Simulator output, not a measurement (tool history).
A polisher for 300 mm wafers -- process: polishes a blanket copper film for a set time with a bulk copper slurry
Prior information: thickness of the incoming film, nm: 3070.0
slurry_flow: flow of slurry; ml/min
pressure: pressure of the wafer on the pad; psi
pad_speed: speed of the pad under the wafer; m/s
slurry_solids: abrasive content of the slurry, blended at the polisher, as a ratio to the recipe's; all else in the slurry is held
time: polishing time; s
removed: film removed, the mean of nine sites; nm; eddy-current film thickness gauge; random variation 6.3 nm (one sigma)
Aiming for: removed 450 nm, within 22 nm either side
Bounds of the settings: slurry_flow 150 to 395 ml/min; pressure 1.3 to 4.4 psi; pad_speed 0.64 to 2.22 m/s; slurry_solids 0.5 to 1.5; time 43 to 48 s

run,hour,slurry_flow,pressure,pad_speed,slurry_solids,time,removed
1,0,250,2.8,1.42,1,48,647.07
2,4.1,300,2.8,1.42,1,48,650.68
3,5.9,300,2.6,1.42,1,48,639.62
4,11.8,300,2.3,1.4,1,48,582.98
5,18,300,2.1,1.38,1,48,559.52
6,19.5,300,2.6,1.38,1,48,610.24
7,28.1,300,2.4,1.36,1,48,584.61
8,28.9,300,2.2,1.34,1,48,540.36
9,29.7,300,2.1,1.34,1,48,551.49
10,33.7,300,2,1.3,1,48,515.25
11,34.2,300,1.9,1.3,1,48,507.72
12,35.5,300,1.8,1.3,1,48,490.07

Next run, 4 choices. One meets every target within its allowed miss, the rest don't. Which?
A,36.8,240,2.2,1.46,0.95,48,?
B,36.8,295,2.9,1.2,0.9,48,?
C,36.8,305,1.7,1.34,0.85,46,?
D,36.8,395,1.6,1.46,1,48,?

move,removed
A,565.9
B,577.57
C,447.35
D,508.87
A: lands further from the targets than the last run did
B: lands further from the targets than the last run did
C: every result within its allowed miss
D: lands further from the targets than the last run did
Go with C: it meets all targets.
